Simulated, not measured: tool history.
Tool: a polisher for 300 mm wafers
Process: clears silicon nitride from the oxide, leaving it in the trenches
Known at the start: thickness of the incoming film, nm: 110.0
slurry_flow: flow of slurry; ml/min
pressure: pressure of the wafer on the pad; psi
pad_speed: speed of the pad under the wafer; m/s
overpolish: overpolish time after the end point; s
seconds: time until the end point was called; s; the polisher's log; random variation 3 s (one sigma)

run	day	slurry_flow	pressure	pad_speed	overpolish	seconds
1	0.000	180	2.1	1.26	21	168.25
2	0.233	180	2.1	1.26	22	167.56
3	0.271	180	2.1	1.26	21	166.31
4	0.621	180	1.9	1.26	21	179.55
5	0.738	180	1.9	1.02	21	217.96
6	0.767	180	1.9	1.24	21	181.49
7	0.933	180	1.8	1.22	21	190.07
8	1.125	180	1.7	1.20	21	202.40
9	1.496	180	1.6	1.18	21	215.26

Run 10 comes next. What will it give?
10	1.604	180	1.5	1.18	21	?

seconds: 225.37 s
